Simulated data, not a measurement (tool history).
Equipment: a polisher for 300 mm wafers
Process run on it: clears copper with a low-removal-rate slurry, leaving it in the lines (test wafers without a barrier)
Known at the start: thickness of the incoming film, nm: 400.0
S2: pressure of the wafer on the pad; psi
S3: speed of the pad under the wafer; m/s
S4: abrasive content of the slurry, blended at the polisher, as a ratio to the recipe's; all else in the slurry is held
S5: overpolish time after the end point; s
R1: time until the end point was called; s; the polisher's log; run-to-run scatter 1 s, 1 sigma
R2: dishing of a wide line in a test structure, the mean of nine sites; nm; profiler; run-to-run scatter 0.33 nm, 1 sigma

Run 1, hour 0: flow of slurry (ml/min) 125, S2 3.1 psi, S3 1.28 m/s, S4 1, S5 19 s. Result: R1 83.856 s, R2 44.148 nm.
Run 2, hour 5.5: flow of slurry (ml/min) 125, S2 3.1 psi, S3 1.28 m/s, S4 0.9, S5 19 s. Result: R1 87.477 s, R2 42.613 nm.
Run 3, hour 8.8: flow of slurry (ml/min) 125, S2 3.1 psi, S3 0.98 m/s, S4 0.9, S5 19 s. Result: R1 113.37 s, R2 36.426 nm.
Run 4, hour 16.6: flow of slurry (ml/min) 125, S2 3.1 psi, S3 0.98 m/s, S4 0.9, S5 27 s. Result: R1 111.44 s, R2 45.314 nm.
Run 5, hour 17.6: flow of slurry (ml/min) 125, S2 3 psi, S3 1.06 m/s, S4 0.85, S5 24 s. Result: R1 109.06 s, R2 42.297 nm.
Run 6, hour 24.1: flow of slurry (ml/min) 125, S2 2.9 psi, S3 1.14 m/s, S4 0.8, S5 22 s. Result: R1 109.17 s, R2 41.152 nm.
Run 7, hour 29.2: flow of slurry (ml/min) 130, S2 3 psi, S3 1.1 m/s, S4 0.9, S5 20 s. Result: R1 102.7 s, R2 39.645 nm.
Run 8, hour 33.5: flow of slurry (ml/min) 135, S2 2.9 psi, S3 1.12 m/s, S4 0.95, S5 18 s. Result: R1 104.33 s, R2 37.539 nm.
Run 9, hour 41.4: flow of slurry (ml/min) 130, S2 3 psi, S3 1.1 m/s, S4 1, S5 17 s. Result: R1 99.119 s, R2 36.904 nm.
Run 10, hour 46.4: flow of slurry (ml/min) 125, S2 3 psi, S3 1.1 m/s, S4 1.05, S5 16 s. Result: R1 99.886 s, R2 35.56 nm.
Run 11, hour 49.1: flow of slurry (ml/min) 120, S2 3 psi, S3 1.1 m/s, S4 1.1, S5 15 s. Result: R1 95.27 s, R2 32.616 nm.

Forecast run 12:
Run 12, hour 55.7: flow of slurry (ml/min) 115, S2 3 psi, S3 1.1 m/s, S4 1.15, S5 14 s. Result: R1 ?, R2 ?.

R1: 97.644 s
R2: 30.949 nm
